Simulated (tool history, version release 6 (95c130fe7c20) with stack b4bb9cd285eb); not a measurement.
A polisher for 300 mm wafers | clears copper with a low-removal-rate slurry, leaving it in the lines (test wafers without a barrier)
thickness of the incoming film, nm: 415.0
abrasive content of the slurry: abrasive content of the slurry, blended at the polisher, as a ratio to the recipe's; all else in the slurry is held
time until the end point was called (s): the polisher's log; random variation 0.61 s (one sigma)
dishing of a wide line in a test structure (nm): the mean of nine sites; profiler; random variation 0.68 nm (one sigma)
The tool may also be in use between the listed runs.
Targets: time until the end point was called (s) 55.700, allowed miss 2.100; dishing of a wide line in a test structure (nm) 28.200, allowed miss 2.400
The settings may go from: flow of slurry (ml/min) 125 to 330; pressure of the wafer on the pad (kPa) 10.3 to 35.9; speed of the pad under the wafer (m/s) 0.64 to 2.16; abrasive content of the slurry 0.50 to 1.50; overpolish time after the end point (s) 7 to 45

run	day	flow of slurry (ml/min)	pressure of the wafer on the pad (kPa)	speed of the pad under the wafer (m/s)	abrasive content of the slurry	overpolish time after the end point (s)	time until the end point was called (s)	dishing of a wide line in a test structure (nm)
1	0.000	210	22.8	1.40	1.00	23	92.034	26.640
2	0.162	210	22.8	1.40	1.10	23	92.081	27.766
3	0.238	210	22.8	1.40	1.30	23	88.434	26.636
4	0.396	210	17.9	1.40	1.30	23	106.030	24.733
5	0.650	210	19.3	1.40	1.30	22	99.228	26.386
# day 1.021: slurry blender recalibrated
6	1.021	210	15.2	1.40	1.30	22	108.590	23.680
7	1.271	225	22.1	1.78	1.35	11	67.120	24.800
8	1.529	225	22.8	1.78	1.35	12	64.016	25.435
9	1.846	225	23.4	1.78	1.35	13	61.874	26.497
10	1.929	235	24.8	1.78	1.35	14	60.063	27.248
11	2.175	235	24.8	1.78	1.35	14	59.474	27.319
12	2.546	235	25.5	1.78	1.35	14	58.949	26.543

Which of these 5 next moves meets every target?
A	2.917	275	28.3	1.70	1.30	23	?	?
B	2.917	260	32.4	1.52	0.95	45	?	?
C	2.917	195	24.1	2.16	1.40	13	?	?
D	2.917	240	29.6	1.48	1.30	30	?	?
E	2.917	210	28.3	1.62	1.30	20	?	?

move	time until the end point was called (s)	dishing of a wide line in a test structure (nm)
A	56.195	27.395
B	59.857	27.814
C	52.041	26.012
D	61.777	27.592
E	60.018	27.096
A: meets every target
B: further off than the last run
C: takes the result that was furthest off past its target
D: further off than the last run
E: further off than the last run
Answer: A
